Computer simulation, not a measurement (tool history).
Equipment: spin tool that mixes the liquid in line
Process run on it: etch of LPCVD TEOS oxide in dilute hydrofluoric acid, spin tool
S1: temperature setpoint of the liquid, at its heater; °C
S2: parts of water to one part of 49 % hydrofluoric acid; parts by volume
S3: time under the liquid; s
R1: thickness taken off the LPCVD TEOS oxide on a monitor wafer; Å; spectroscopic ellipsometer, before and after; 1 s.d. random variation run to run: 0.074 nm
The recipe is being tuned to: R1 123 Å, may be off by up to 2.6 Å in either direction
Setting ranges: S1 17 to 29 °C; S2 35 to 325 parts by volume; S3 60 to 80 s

run,hour,S1,S2,S3,R1
1,0,21,180,80,218.71
2,4.9,21,210,80,182.69
3,5.8,23.5,210,80,203.53
4,12.4,23.5,175,80,251.7
5,18.4,21.5,200,80,197.69
6,27.3,20,215,80,170.19
7,33.9,19,225,80,156.29
# hour 39.9: thermometer replaced
8,39.9,18.5,235,80,151.02

Exercise: of the 4 proposed moves below, exactly one satisfies all targets within the stated allowed misses. Which move is it?
A,45.9,18.5,200,80,?
B,45.9,17,170,80,?
C,45.9,19,225,60,?
D,45.9,17.5,245,80,?

move,R1
A,185.45
B,211.43
C,123.13
D,139.72
A: its largest miss is bigger than the last run's
B: its largest miss is bigger than the last run's
C: hits every target within its allowed miss
D: better than the last run, though not everything is in spec
C meets every target.
